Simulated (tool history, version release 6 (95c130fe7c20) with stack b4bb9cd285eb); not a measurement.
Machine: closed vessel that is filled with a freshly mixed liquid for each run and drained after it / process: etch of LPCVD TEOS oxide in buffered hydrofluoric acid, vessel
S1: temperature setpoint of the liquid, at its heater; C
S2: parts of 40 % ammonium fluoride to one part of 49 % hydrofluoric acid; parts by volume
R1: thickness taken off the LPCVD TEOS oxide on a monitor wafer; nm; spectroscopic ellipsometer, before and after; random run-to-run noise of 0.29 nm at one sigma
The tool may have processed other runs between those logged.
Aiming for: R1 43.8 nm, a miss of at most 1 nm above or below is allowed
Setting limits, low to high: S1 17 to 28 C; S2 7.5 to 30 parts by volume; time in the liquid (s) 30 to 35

Run 1, hour 0: S1 20 C, S2 21 parts by volume, time in the liquid (s) 35. Result: R1 27.871 nm.
Run 2, hour 5.1: S1 20 C, S2 15.5 parts by volume, time in the liquid (s) 35. Result: R1 37.272 nm.
Run 3, hour 11.1: S1 20.5 C, S2 15.5 parts by volume, time in the liquid (s) 35. Result: R1 38.853 nm.
Run 4, hour 15: S1 21 C, S2 15.5 parts by volume, time in the liquid (s) 35. Result: R1 39.632 nm.
Run 5, hour 22.4: S1 21 C, S2 21.5 parts by volume, time in the liquid (s) 35. Result: R1 29.185 nm.
Run 6, hour 26.5: S1 21 C, S2 21.5 parts by volume, time in the liquid (s) 30. Result: R1 25.201 nm.
Run 7, hour 35.4: S1 22 C, S2 21 parts by volume, time in the liquid (s) 30. Result: R1 27.084 nm.
Run 8, hour 38.9: S1 22 C, S2 21 parts by volume, time in the liquid (s) 30. Result: R1 26.985 nm.
Run 9, hour 40.3: S1 23 C, S2 20 parts by volume, time in the liquid (s) 30. Result: R1 29.723 nm.
Run 10, hour 43.7: S1 24 C, S2 19.5 parts by volume, time in the liquid (s) 30. Result: R1 32.223 nm.
Run 11, hour 44.3: S1 24 C, S2 19.5 parts by volume, time in the liquid (s) 30. Result: R1 31.666 nm.
Run 12, hour 48.9: S1 24.5 C, S2 19 parts by volume, time in the liquid (s) 30. Result: R1 33.679 nm.
Run 13, hour 52.4: S1 25 C, S2 18.5 parts by volume, time in the liquid (s) 30. Result: R1 35.55 nm.
Run 14, hour 55.1: S1 25.5 C, S2 18 parts by volume, time in the liquid (s) 30. Result: R1 37.858 nm.
Run 15, hour 55.7: S1 26 C, S2 18 parts by volume, time in the liquid (s) 30. Result: R1 38.919 nm.

Of the 4 settings listed for the next run, only one would bring every result within its allowed miss of target. Which one?
Run A, hour 56.3: S1 26.5 C, S2 17.5 parts by volume, time in the liquid (s) 35. Result: R1 ?.
Run B, hour 56.3: S1 25.5 C, S2 17 parts by volume, time in the liquid (s) 35. Result: R1 ?.
Run C, hour 56.3: S1 23 C, S2 17 parts by volume, time in the liquid (s) 30. Result: R1 ?.
Run D, hour 56.3: S1 26 C, S2 18.5 parts by volume, time in the liquid (s) 35. Result: R1 ?.

move      R1
   A   47.35
   B   46.16
   C  34.519
   D  43.636
A: the result that was furthest off in the last run now lies on the other side of its target
B: the result that was furthest off in the last run now lies on the other side of its target
C: moves away from the targets compared with the last run
D: all results land within tolerance of their targets
The right move is D.

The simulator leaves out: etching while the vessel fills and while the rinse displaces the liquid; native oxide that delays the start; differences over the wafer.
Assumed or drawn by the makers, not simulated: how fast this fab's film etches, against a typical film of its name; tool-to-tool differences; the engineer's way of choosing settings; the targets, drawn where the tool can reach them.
